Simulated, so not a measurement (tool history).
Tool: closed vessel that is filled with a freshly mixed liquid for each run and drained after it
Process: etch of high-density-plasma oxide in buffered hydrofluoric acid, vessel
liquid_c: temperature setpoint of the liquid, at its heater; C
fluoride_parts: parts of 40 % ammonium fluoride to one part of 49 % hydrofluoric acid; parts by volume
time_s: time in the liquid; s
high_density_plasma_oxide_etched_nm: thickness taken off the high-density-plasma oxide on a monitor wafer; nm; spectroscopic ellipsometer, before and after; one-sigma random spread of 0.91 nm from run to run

run  hour  liquid_c  fluoride_parts  time_s  high_density_plasma_oxide_etched_nm
  1   0.0      25.0            16.0     105                               85.689
  2   3.6      25.0            14.0     105                               97.954
  3  10.6      26.5            14.0     105                              105.850
  4  12.7      26.5            11.5     105                              128.010
  5  21.4      26.5             7.0     105                              203.920
  6  29.8      26.5             5.5     105                              250.690
  7  33.4      24.0             6.0     105                              204.380
  8  37.9      22.5             6.5     105                              175.990
  9  46.2      21.0             6.5     105                              161.030

Predict the results of run 10:
     50.8  -- hydrofluoric acid flow meter replaced
 10  50.8      20.0             6.5     105                                    ?

high_density_plasma_oxide_etched_nm: 141.950 nm
